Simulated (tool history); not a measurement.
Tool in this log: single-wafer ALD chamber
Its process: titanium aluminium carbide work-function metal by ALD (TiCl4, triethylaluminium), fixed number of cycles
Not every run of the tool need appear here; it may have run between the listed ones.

| run | day | heater temperature setpoint (K) | triethylaluminium pulse time (s) | mean film thickness on the monitor wafer (angstrom) |
|---|---|---|---|---|
| 1 | 0.000 | 558.15 | 7.33 | 18.325 |
| 2 | 0.279 | 555.15 | 6.84 | 17.783 |
| 3 | 0.496 | 563.15 | 6.84 | 18.535 |
| 4 | 0.692 | 573.15 | 6.84 | 18.933 |
| 5 | 0.838 | 569.15 | 6.40 | 18.165 |
| 6 | 0.950 | 566.15 | 6.01 | 17.429 |
| 7 | 1.171 | 554.15 | 4.19 | 13.033 |
| 8 | 1.254 | 555.15 | 4.20 | 13.081 |
| 9 | 1.321 | 556.15 | 4.21 | 13.298 |
| 10 | 1.383 | 556.15 | 4.21 | 13.268 |
|  | 1.662 | thermocouple changed; heater temperature recalibrated |
| 11 | 1.662 | 557.15 | 4.22 | 12.964 |
| 12 | 1.850 | 566.15 | 5.95 | 17.297 |
| 13 | 2.075 | 563.15 | 5.92 | 17.156 |
| 14 | 2.408 | 560.15 | 5.89 | 16.726 |
| 15 | 2.708 | 558.15 | 5.81 | 16.360 |
| 16 | 2.850 | 556.15 | 5.72 | 16.151 |
| 17 | 3.133 | 555.15 | 5.61 | 15.876 |
| 18 | 3.421 | 554.15 | 5.51 | 15.602 |
| 19 | 3.667 | 553.15 | 5.42 | 15.460 |
| 20 | 3.925 | 553.15 | 5.33 | 15.412 |
| 21 | 4.075 | 553.15 | 5.23 | 15.103 |
| 22 | 4.129 | 552.15 | 5.16 | 15.046 |
| 23 | 4.171 | 552.15 | 5.08 | 14.881 |
| 24 | 4.429 | 540.15 | 4.28 | 12.361 |

Forecast run 25:
| 25 | 4.738 | 551.15 | 4.45 | ? |

mean film thickness on the monitor wafer (angstrom): 13.314

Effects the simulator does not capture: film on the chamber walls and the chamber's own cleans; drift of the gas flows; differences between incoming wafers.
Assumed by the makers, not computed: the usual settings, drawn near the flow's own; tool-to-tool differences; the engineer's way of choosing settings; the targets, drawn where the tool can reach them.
